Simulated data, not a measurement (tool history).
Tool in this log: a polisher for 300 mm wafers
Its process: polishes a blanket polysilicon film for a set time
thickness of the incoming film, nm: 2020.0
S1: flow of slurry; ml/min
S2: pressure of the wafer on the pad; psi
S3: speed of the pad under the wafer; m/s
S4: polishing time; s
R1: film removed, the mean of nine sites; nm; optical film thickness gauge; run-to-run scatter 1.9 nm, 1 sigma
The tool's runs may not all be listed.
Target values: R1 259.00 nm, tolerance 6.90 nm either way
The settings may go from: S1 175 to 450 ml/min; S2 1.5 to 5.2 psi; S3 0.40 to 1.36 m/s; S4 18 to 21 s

run,day,S1,S2,S3,S4,R1
1,0.000,290,3.3,0.88,21,160.35
2,0.342,290,3.7,0.88,21,180.97
3,0.525,290,4.0,0.88,21,194.46
4,0.708,290,4.0,1.06,21,226.61
5,0.758,245,4.0,1.06,21,220.39
6,0.925,245,4.4,1.06,21,242.10
7,1.050,260,4.4,1.06,21,248.09
8,1.283,270,4.4,1.06,21,247.21
9,1.429,280,4.4,1.06,21,245.12

Which single option among these 5 for the next run brings every result within its allowed miss of target? Just one does.
A,1.575,355,5.1,1.18,18,?
B,1.575,285,5.0,1.04,21,?
C,1.575,355,4.4,1.08,21,?
D,1.575,285,4.7,1.08,21,?
E,1.575,290,5.2,1.00,21,?

move,R1
A,274.61
B,277.03
C,257.03
D,269.22
E,278.96
A: moves the result that the last run missed by most past its target, out the other side
B: moves the result that the last run missed by most past its target, out the other side
C: meets every target
D: moves the result that the last run missed by most past its target, out the other side
E: moves the result that the last run missed by most past its target, out the other side
So the answer is move C, the one that meets all the targets.
